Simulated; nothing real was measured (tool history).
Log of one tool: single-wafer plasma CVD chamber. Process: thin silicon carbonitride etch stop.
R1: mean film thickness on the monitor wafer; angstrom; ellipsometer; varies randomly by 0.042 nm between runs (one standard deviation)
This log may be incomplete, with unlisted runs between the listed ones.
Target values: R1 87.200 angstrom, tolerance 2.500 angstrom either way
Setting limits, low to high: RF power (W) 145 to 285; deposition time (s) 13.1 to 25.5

run 1 hour=0.0 | RF_power_(W)=215 deposition_time_(s)=19.3 | R1=113.440
run 2 hour=3.8 | RF_power_(W)=215 deposition_time_(s)=16.9 | R1=100.890
run 3 hour=9.6 | RF_power_(W)=210 deposition_time_(s)=16.7 | R1=97.487
run 4 hour=13.0 | RF_power_(W)=205 deposition_time_(s)=16.6 | R1=97.478
run 5 hour=14.7 | RF_power_(W)=220 deposition_time_(s)=16.6 | R1=99.590
run 6 hour=15.5 | RF_power_(W)=215 deposition_time_(s)=16.5 | R1=97.961
run 7 hour=22.5 | RF_power_(W)=210 deposition_time_(s)=16.4 | R1=96.471
run 8 hour=26.9 | RF_power_(W)=205 deposition_time_(s)=16.3 | R1=95.043
run 9 hour=34.6 | RF_power_(W)=200 deposition_time_(s)=16.2 | R1=94.335

Pick the move, out of 5, that brings all results within their allowed miss; only one does.
run A hour=42.3 | RF_power_(W)=205 deposition_time_(s)=17.7 | R1=?
run B hour=42.3 | RF_power_(W)=245 deposition_time_(s)=14.2 | R1=?
run C hour=42.3 | RF_power_(W)=210 deposition_time_(s)=18.1 | R1=?
run D hour=42.3 | RF_power_(W)=235 deposition_time_(s)=17.9 | R1=?
run E hour=42.3 | RF_power_(W)=215 deposition_time_(s)=16.6 | R1=?

move=A R1=103.650
move=B R1=87.598
move=C R1=106.740
move=D R1=109.080
move=E R1=98.567
A: the biggest miss grows against the last run
B: every result lands within tolerance
C: the biggest miss grows against the last run
D: the biggest miss grows against the last run
E: the biggest miss grows against the last run
Answer: B

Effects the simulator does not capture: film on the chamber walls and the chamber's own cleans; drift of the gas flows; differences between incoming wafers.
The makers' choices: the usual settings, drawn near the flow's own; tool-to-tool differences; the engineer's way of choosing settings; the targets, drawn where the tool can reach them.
